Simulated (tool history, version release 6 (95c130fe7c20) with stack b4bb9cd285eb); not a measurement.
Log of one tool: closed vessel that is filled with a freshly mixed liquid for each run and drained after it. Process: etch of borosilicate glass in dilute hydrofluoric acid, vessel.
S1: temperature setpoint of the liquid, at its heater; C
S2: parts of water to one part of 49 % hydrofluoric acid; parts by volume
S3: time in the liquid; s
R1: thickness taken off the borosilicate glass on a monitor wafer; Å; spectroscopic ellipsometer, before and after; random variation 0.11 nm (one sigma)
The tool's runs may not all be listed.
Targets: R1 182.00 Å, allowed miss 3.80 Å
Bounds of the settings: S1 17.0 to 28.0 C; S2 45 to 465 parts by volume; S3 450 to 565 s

run 1 day=0.000 | S1=20.0 S2=255 S3=565 | R1=305.20
run 2 day=0.183 | S1=19.5 S2=270 S3=565 | R1=277.30
run 3 day=0.483 | S1=19.5 S2=215 S3=565 | R1=369.93
run 4 day=0.700 | S1=19.0 S2=235 S3=565 | R1=326.06
run 5 day=0.758 | S1=18.5 S2=250 S3=565 | R1=289.98
run 6 day=1.138 | S1=18.5 S2=315 S3=565 | R1=221.14
run 7 day=1.221 | S1=18.5 S2=320 S3=565 | R1=216.17
run 8 day=1.404 | S1=18.5 S2=320 S3=565 | R1=217.36
run 9 day=1.633 | S1=18.5 S2=325 S3=565 | R1=213.13
run 10 day=1.688 | S1=18.5 S2=330 S3=565 | R1=208.11

5 next moves are on the table. One of them brings every result within its allowed miss. Which?
run A day=1.742 | S1=19.5 S2=390 S3=565 | R1=?
run B day=1.742 | S1=17.0 S2=255 S3=480 | R1=?
run C day=1.742 | S1=18.0 S2=335 S3=515 | R1=?
run D day=1.742 | S1=17.5 S2=300 S3=565 | R1=?
run E day=1.742 | S1=17.0 S2=345 S3=520 | R1=?

move=A R1=174.21
move=B R1=231.32
move=C R1=183.31
move=D R1=226.99
move=E R1=171.80
A: takes the result that was furthest off past its target
B: further off than the last run
C: meets every target
D: further off than the last run
E: takes the result that was furthest off past its target
The right move is C.
